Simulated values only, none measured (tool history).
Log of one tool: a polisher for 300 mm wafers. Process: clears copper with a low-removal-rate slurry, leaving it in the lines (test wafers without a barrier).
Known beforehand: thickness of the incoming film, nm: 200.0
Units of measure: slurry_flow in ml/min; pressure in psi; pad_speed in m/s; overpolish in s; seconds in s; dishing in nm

Run 1, hour 0.0: slurry_flow 320 ml/min, pressure 2.3 psi, pad_speed 1.08 m/s, slurry_solids 1.0, overpolish 29 s. Result: seconds 62.776 s, dishing 48.255 nm.
Run 2, hour 2.7: slurry_flow 320 ml/min, pressure 2.3 psi, pad_speed 1.08 m/s, slurry_solids 1.0, overpolish 35 s. Result: seconds 63.606 s, dishing 54.729 nm.
Run 3, hour 6.2: slurry_flow 320 ml/min, pressure 1.8 psi, pad_speed 1.08 m/s, slurry_solids 1.0, overpolish 35 s. Result: seconds 77.616 s, dishing 45.441 nm.
Run 4, hour 12.9: slurry_flow 320 ml/min, pressure 1.9 psi, pad_speed 1.08 m/s, slurry_solids 1.0, overpolish 37 s. Result: seconds 74.333 s, dishing 49.115 nm.
Run 5, hour 19.6: slurry_flow 320 ml/min, pressure 1.9 psi, pad_speed 1.08 m/s, slurry_solids 0.8, overpolish 37 s. Result: seconds 81.363 s, dishing 47.276 nm.
Run 6, hour 24.1: slurry_flow 320 ml/min, pressure 2.1 psi, pad_speed 1.08 m/s, slurry_solids 0.8, overpolish 38 s. Result: seconds 73.121 s, dishing 52.817 nm.

Run 7, settings as shown, results not yet in. Your forecast:
Run 7, hour 26.5: slurry_flow 320 ml/min, pressure 2.2 psi, pad_speed 1.08 m/s, slurry_solids 0.8, overpolish 39 s. Result: seconds ?, dishing ?.

seconds: 67.766 s
dishing: 54.950 nm
